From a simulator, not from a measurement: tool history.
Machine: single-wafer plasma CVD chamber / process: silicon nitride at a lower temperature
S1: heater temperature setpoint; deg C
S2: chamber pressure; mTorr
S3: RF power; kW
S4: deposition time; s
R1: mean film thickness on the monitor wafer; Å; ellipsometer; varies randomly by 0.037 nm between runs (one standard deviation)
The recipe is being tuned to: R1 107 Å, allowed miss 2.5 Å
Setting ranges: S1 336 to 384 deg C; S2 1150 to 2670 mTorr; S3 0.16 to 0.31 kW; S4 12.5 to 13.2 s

run  hour   S1    S2     S3    S4      R1
  1     0  360  1910  0.235  13.2  135.93
  2   3.3  360  1910  0.235  12.5  129.38
  3   7.8  360  1640  0.235  12.5  124.75
  4  12.9  355  1640  0.235  12.5  125.21
  5  20.9  355  1780  0.235  12.5  127.76
  6  26.9  355  1670  0.225  12.5  121.83
  7  29.1  355  1580   0.22  12.5  119.55
  8  34.2  355  1510  0.215  12.5  115.13
  9    38  355  1450  0.215  12.5  114.26
 10  45.1  355  1400  0.215  12.5  113.62
 11  52.3  355  1200    0.2  12.5  103.95

Below are 5 possible settings for the next run. Only one of them brings all results inside the allowed miss of their targets. Which is it?
  A  59.5  353  1150  0.225  12.6   ?
  B  59.5  355  1170   0.21    13   ?
  C  59.5  347  1350  0.185  13.2   ?
  D  59.5  351  1580   0.19  13.2   ?
  E  59.5  359  1170   0.22  12.9   ?

move      R1
   A   114.9
   B  112.92
   C  107.65
   D  113.42
   E  115.85
A: pushes the last run's worst result past its target
B: pushes the last run's worst result past its target
C: every result within its allowed miss
D: pushes the last run's worst result past its target
E: pushes the last run's worst result past its target
Answer: C
